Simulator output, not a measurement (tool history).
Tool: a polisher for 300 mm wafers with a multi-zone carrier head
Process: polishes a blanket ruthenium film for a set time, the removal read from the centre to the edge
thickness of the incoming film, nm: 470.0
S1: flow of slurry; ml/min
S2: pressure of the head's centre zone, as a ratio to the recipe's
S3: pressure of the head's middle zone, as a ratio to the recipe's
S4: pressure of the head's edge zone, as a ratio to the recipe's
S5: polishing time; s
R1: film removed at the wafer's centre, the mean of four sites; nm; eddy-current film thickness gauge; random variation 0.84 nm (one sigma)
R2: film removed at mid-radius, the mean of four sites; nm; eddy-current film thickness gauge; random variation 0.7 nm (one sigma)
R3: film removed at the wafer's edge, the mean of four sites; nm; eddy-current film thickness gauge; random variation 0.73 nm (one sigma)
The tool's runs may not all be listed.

| run | hour | S1 | S2 | S3 | S4 | S5 | R1 | R2 | R3 |
|---|---|---|---|---|---|---|---|---|---|
| 1 | 0.0 | 210 | 1.00 | 1.00 | 1.00 | 33 | 41.726 | 42.580 | 40.458 |
| 2 | 5.6 | 180 | 1.00 | 1.00 | 1.00 | 33 | 40.493 | 41.898 | 41.238 |
| 3 | 13.7 | 180 | 0.93 | 1.00 | 1.00 | 33 | 37.691 | 41.180 | 40.153 |
| 4 | 19.9 | 180 | 0.93 | 1.08 | 1.00 | 33 | 37.689 | 44.817 | 40.629 |
| 5 | 25.7 | 180 | 0.93 | 1.08 | 1.05 | 33 | 38.144 | 44.737 | 40.519 |
| 6 | 32.3 | 180 | 0.86 | 1.08 | 1.05 | 33 | 35.175 | 44.539 | 40.898 |
| 7 | 37.9 | 180 | 0.86 | 1.08 | 1.05 | 33 | 35.657 | 44.133 | 41.008 |

Forecast run 8:
| 8 | 40.0 | 190 | 0.92 | 1.08 | 1.05 | 36 | ? | ? | ? |

R1: 42.181 nm
R2: 48.811 nm
R3: 44.766 nm

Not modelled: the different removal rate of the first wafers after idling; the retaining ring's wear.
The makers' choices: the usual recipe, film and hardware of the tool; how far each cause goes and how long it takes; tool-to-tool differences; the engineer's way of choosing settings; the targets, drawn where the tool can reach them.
